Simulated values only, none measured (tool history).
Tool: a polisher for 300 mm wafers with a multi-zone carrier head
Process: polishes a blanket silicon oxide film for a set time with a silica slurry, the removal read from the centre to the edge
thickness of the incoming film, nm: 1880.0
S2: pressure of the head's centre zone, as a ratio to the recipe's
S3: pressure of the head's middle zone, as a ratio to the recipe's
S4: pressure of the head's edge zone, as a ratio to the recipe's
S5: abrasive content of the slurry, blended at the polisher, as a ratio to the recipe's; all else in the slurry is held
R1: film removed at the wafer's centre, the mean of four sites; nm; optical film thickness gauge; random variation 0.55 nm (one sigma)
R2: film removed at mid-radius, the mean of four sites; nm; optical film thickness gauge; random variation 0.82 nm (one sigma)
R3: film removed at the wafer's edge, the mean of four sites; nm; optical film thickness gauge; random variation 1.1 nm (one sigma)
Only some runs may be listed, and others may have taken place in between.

{"run": 1, "day": 0.0, "flow of slurry (ml/min)": 290, "S2": 1, "S3": 1, "S4": 1, "S5": 1, "polishing time (s)": 45, "R1": 129.48, "R2": 127.27, "R3": 134.74}
{"run": 2, "day": 0.104, "flow of slurry (ml/min)": 290, "S2": 0.92, "S3": 1, "S4": 1, "S5": 1, "polishing time (s)": 45, "R1": 120.87, "R2": 128.61, "R3": 133.79}
{"run": 3, "day": 0.425, "flow of slurry (ml/min)": 290, "S2": 0.92, "S3": 1.06, "S4": 1, "S5": 1, "polishing time (s)": 45, "R1": 119.64, "R2": 136.67, "R3": 138.5}
{"run": 4, "day": 0.467, "flow of slurry (ml/min)": 290, "S2": 0.92, "S3": 1.06, "S4": 0.94, "S5": 1, "polishing time (s)": 45, "R1": 119.74, "R2": 136.95, "R3": 131.88}
{"run": 5, "day": 0.796, "flow of slurry (ml/min)": 260, "S2": 0.92, "S3": 1.06, "S4": 0.94, "S5": 1, "polishing time (s)": 45, "R1": 116.69, "R2": 133.54, "R3": 129.19}
{"run": 6, "day": 1.125, "flow of slurry (ml/min)": 260, "S2": 0.92, "S3": 1.06, "S4": 0.94, "S5": 0.8, "polishing time (s)": 45, "R1": 101.85, "R2": 114.94, "R3": 111.7}
{"run": 7, "day": 1.292, "flow of slurry (ml/min)": 255, "S2": 0.91, "S3": 1.05, "S4": 0.94, "S5": 0.75, "polishing time (s)": 45, "R1": 95.632, "R2": 110.03, "R3": 108.01}
{"run": 8, "day": 1.438, "flow of slurry (ml/min)": 250, "S2": 0.9, "S3": 1.04, "S4": 0.93, "S5": 0.75, "polishing time (s)": 45, "R1": 94.02, "R2": 107.89, "R3": 106.76}
{"run": 9, "day": 1.65, "flow of slurry (ml/min)": 245, "S2": 0.89, "S3": 1.03, "S4": 0.92, "S5": 0.75, "polishing time (s)": 45, "R1": 93.361, "R2": 106.83, "R3": 105.87}
{"day": 1.912, "done": "edge zone pressure recalibrated"}
{"run": 10, "day": 1.912, "flow of slurry (ml/min)": 240, "S2": 0.88, "S3": 1.02, "S4": 0.91, "S5": 0.75, "polishing time (s)": 45, "R1": 91.339, "R2": 104.99, "R3": 99.215}
{"run": 11, "day": 2.238, "flow of slurry (ml/min)": 235, "S2": 0.87, "S3": 1.01, "S4": 0.92, "S5": 0.75, "polishing time (s)": 45, "R1": 90.186, "R2": 105.6, "R3": 100.66}
{"run": 12, "day": 2.538, "flow of slurry (ml/min)": 230, "S2": 0.86, "S3": 1, "S4": 0.93, "S5": 0.75, "polishing time (s)": 45, "R1": 88.837, "R2": 103.62, "R3": 98.609}

Run 13 has not been measured yet. What should we expect?
{"run": 13, "day": 2.862, "flow of slurry (ml/min)": 230, "S2": 0.85, "S3": 0.99, "S4": 0.94, "S5": 0.75, "polishing time (s)": 45, "R1": "?", "R2": "?", "R3": "?"}

R1: 88.483 nm
R2: 102.1 nm
R3: 99.347 nm

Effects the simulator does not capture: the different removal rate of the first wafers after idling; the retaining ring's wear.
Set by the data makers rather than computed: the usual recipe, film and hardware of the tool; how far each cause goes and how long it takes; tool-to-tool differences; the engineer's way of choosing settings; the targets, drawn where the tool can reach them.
